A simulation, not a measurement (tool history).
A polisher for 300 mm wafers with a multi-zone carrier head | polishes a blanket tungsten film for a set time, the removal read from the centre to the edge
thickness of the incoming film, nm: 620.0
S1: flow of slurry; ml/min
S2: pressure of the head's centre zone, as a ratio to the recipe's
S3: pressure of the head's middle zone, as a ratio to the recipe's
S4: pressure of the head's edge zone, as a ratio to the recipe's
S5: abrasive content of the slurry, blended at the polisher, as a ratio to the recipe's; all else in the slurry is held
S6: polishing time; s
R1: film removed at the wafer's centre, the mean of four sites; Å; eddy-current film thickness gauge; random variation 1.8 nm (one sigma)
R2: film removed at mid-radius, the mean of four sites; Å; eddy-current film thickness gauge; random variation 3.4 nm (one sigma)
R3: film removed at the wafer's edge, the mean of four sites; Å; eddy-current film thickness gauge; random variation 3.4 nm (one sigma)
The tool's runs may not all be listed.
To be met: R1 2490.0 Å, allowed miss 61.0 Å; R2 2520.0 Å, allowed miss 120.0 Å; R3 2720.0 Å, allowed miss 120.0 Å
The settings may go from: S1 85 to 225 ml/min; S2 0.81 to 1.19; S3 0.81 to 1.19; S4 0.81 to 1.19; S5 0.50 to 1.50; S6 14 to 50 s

run	day	S1	S2	S3	S4	S5	S6	R1	R2	R3
1	0.000	145	1.00	1.00	1.00	1.00	32	2227.3	2242.2	2264.1
2	0.054	155	1.00	1.00	1.03	1.05	32	2280.5	2286.5	2391.5
3	0.271	155	1.00	1.00	1.09	1.05	32	2305.0	2319.0	2360.5
4	0.500	165	0.99	0.99	1.09	1.10	32	2342.0	2361.2	2458.5
5	0.621	170	0.99	0.99	1.09	1.15	32	2339.2	2395.8	2450.3
6	0.683	170	0.99	0.99	1.16	1.15	32	2377.0	2389.5	2554.3
7	0.996	175	0.99	0.99	1.17	1.15	32	2353.8	2429.6	2595.7
8	1.167	180	0.99	0.99	1.17	1.15	32	2359.5	2413.1	2559.9
9	1.304	180	0.99	0.99	1.17	1.20	32	2414.1	2403.5	2589.1

Which of these 5 next moves meets every target?
A	1.442	165	1.01	1.18	1.15	1.00	32	?	?	?
B	1.442	140	0.99	0.94	1.14	0.95	35	?	?	?
C	1.442	180	0.96	0.97	1.18	1.05	35	?	?	?
D	1.442	155	1.06	0.90	1.09	1.35	31	?	?	?
E	1.442	115	1.10	0.90	1.03	1.40	32	?	?	?

move	R1	R2	R3
A	2309.3	2568.8	2433.6
B	2373.8	2302.6	2570.7
C	2486.3	2515.9	2763.4
D	2508.8	2226.4	2497.8
E	2551.3	2207.9	2451.8
A: further off than the last run
B: further off than the last run
C: meets every target
D: brings the result that was furthest off to its target, and leaves another outside
E: takes the result that was furthest off past its target
The right move is C.
